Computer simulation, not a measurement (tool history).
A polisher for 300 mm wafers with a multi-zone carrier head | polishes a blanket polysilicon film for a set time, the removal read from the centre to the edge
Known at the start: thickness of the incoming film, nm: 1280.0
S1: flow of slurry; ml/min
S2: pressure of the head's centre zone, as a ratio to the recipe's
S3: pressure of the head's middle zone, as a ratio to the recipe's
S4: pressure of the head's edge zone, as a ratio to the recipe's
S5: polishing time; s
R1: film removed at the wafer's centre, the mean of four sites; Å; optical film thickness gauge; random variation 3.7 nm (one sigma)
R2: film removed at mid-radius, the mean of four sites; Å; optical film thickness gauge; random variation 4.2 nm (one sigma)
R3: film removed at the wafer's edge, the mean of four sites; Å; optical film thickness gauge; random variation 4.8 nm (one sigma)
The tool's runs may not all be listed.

run	hour	S1	S2	S3	S4	S5	R1	R2	R3
1	0	235	1	1	1	56	5123.7	5040.8	5031.4
2	8.7	290	1	1	1	56	5226.3	5249	5081.8
3	15.8	290	1	0.95	1	56	5189.3	4965	5208.9
4	20.9	285	0.98	0.92	0.97	52	4778.4	4571.3	4718
5	21.4	275	0.96	0.89	0.97	49	4337	4058.9	4456.9
6	25.3	275	1.01	0.89	0.97	49	4568.9	4061.2	4443
7	29.4	265	0.97	0.87	0.96	48	4313.9	3877.4	4408.4
8	30	260	0.95	0.86	0.94	47	4121.4	3692.5	4104.8

The next listed run, before its measurement:
9	30.6	250	0.93	0.86	0.95	47	?	?	?

{"run 9": {"R1": 4011.3, "R2": 3755.2, "R3": 4262.3}}

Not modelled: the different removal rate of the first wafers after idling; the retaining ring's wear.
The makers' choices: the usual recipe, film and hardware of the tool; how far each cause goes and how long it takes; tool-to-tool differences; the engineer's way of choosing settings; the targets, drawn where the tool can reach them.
